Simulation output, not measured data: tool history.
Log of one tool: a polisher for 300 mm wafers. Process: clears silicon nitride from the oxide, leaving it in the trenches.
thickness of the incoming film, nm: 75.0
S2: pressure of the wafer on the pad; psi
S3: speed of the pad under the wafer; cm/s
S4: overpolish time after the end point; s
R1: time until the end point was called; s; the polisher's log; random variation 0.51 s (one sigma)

{"run": 1, "day": 0.0, "flow of slurry (ml/min)": 285, "S2": 2.6, "S3": 124, "S4": 41, "R1": 91.402}
{"run": 2, "day": 0.038, "flow of slurry (ml/min)": 220, "S2": 2.6, "S3": 124, "S4": 41, "R1": 93.016}
{"run": 3, "day": 0.408, "flow of slurry (ml/min)": 220, "S2": 2.8, "S3": 124, "S4": 41, "R1": 86.403}
{"run": 4, "day": 0.721, "flow of slurry (ml/min)": 220, "S2": 3.0, "S3": 124, "S4": 41, "R1": 82.044}
{"run": 5, "day": 1.092, "flow of slurry (ml/min)": 220, "S2": 3.3, "S3": 124, "S4": 41, "R1": 73.814}
{"run": 6, "day": 1.379, "flow of slurry (ml/min)": 220, "S2": 3.4, "S3": 124, "S4": 41, "R1": 71.715}

The next listed run, before its measurement:
{"run": 7, "day": 1.404, "flow of slurry (ml/min)": 220, "S2": 3.5, "S3": 124, "S4": 41, "R1": "?"}

{"run 7": {"R1": 69.064}}

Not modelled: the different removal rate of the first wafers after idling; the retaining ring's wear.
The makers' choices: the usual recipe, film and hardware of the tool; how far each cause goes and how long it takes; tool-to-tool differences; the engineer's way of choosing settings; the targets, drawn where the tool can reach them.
